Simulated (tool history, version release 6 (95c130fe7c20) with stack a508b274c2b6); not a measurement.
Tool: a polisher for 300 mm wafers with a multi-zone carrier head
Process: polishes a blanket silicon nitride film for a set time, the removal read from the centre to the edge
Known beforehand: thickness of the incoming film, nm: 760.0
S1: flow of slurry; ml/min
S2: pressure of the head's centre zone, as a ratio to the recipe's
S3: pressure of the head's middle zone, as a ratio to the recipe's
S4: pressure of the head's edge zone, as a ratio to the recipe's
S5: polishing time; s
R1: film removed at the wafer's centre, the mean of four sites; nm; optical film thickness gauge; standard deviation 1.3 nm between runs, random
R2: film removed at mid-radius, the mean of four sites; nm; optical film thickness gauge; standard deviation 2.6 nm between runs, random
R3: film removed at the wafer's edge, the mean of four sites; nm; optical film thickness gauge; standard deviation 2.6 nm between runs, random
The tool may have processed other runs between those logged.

{"run": 1, "hour": 0.0, "S1": 145, "S2": 1, "S3": 1, "S4": 1, "S5": 81, "R1": 191.57, "R2": 190.17, "R3": 196.72}
{"run": 2, "hour": 7.8, "S1": 140, "S2": 0.99, "S3": 1.01, "S4": 1.01, "S5": 81, "R1": 186.79, "R2": 194.91, "R3": 197.27}
{"run": 3, "hour": 14.6, "S1": 140, "S2": 1.04, "S3": 1.01, "S4": 1.01, "S5": 81, "R1": 195.93, "R2": 186.87, "R3": 194.79}
{"run": 4, "hour": 22.5, "S1": 135, "S2": 1.03, "S3": 1.01, "S4": 1.02, "S5": 81, "R1": 193.19, "R2": 189.44, "R3": 197.34}
{"run": 5, "hour": 27.9, "S1": 135, "S2": 1.03, "S3": 1.01, "S4": 1.02, "S5": 100, "R1": 238.66, "R2": 238.02, "R3": 243.56}
{"run": 6, "hour": 32.6, "S1": 135, "S2": 1.03, "S3": 1.01, "S4": 1.02, "S5": 110, "R1": 257.03, "R2": 260.36, "R3": 259.8}

What will run 7 give?
{"run": 7, "hour": 40.9, "S1": 130, "S2": 1.01, "S3": 1, "S4": 1.01, "S5": 108, "R1": "?", "R2": "?", "R3": "?"}

R1: 249.73 nm
R2: 253.16 nm
R3: 260.84 nm

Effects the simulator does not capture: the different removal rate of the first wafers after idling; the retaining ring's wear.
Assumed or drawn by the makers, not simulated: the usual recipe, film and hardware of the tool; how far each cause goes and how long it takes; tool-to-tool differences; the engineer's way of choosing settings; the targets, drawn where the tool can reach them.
